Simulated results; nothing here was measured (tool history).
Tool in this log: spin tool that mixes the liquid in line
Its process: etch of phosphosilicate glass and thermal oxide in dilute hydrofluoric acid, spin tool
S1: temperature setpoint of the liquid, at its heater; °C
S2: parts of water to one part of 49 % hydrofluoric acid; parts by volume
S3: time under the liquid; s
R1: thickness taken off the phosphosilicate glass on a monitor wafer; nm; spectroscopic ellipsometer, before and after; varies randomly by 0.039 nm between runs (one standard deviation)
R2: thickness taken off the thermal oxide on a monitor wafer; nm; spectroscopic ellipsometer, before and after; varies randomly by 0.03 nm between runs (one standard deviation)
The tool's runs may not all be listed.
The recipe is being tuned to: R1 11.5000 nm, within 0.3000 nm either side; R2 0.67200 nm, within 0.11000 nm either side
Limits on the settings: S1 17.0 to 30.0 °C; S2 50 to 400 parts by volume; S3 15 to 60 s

| run | hour | S1 | S2 | S3 | R1 | R2 |
|---|---|---|---|---|---|---|
| 1 | 0.0 | 22.0 | 225 | 30 | 9.2049 | 0.56703 |
| 2 | 0.8 | 19.5 | 225 | 30 | 8.4027 | 0.49198 |
| 3 | 8.4 | 21.5 | 220 | 30 | 9.3039 | 0.53789 |
| 4 | 14.2 | 18.5 | 220 | 30 | 8.3324 | 0.47546 |
| 5 | 17.6 | 21.0 | 215 | 30 | 9.4030 | 0.54760 |
| 6 | 23.6 | 18.5 | 215 | 30 | 8.5237 | 0.48294 |
| 7 | 28.8 | 20.5 | 210 | 30 | 9.4460 | 0.50547 |
| 8 | 32.0 | 22.0 | 210 | 30 | 10.0570 | 0.55622 |
|  | 33.4 | hydrofluoric acid flow meter replaced |
| 9 | 33.4 | 23.0 | 210 | 30 | 9.7688 | 0.61147 |
| 10 | 39.6 | 21.5 | 170 | 30 | 11.8880 | 0.69088 |

4 next moves are on the table. One of them brings every result within its allowed miss. Which?
| A | 45.8 | 30.0 | 235 | 30 | ? | ? |
| B | 45.8 | 28.0 | 225 | 30 | ? | ? |
| C | 45.8 | 20.0 | 165 | 30 | ? | ? |
| D | 45.8 | 30.0 | 295 | 40 | ? | ? |

| move | R1 | R2 |
|---|---|---|
| A | 10.8050 | 0.58227 |
| B | 10.6620 | 0.57456 |
| C | 11.5320 | 0.62142 |
| D | 10.7180 | 0.57757 |
A: takes the result that was furthest off past its target
B: takes the result that was furthest off past its target
C: every result lands within tolerance
D: takes the result that was furthest off past its target
Correct choice: C, which meets every target
